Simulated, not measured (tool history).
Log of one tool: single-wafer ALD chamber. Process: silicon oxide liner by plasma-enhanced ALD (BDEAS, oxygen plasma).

run,hour,heater temperature setpoint (K),number of ALD cycles (cycles),mean film thickness on the monitor wafer (Å)
1,0,593.15,25,22.542
2,1.6,584.15,25,22.906
3,3.8,586.15,25,22.866
4,10.9,586.15,26,23.648
5,17.7,587.15,25,22.848
6,24.5,594.15,25,22.544
7,31,594.15,25,22.437
8,38.4,599.15,22,19.72
9,42.7,598.15,22,19.758
10,44.3,597.15,22,19.586
11,46.2,596.15,22,19.737
12,47.8,595.15,22,19.874
13,52.2,594.15,22,19.842
14,53.4,593.15,22,20.007
15,56.4,592.15,22,19.869
16,65.1,591.15,22,19.993

The next listed run, before its measurement:
17,71.3,590.15,22,?

{"run 17": {"mean film thickness on the monitor wafer (Å)": 19.865}}
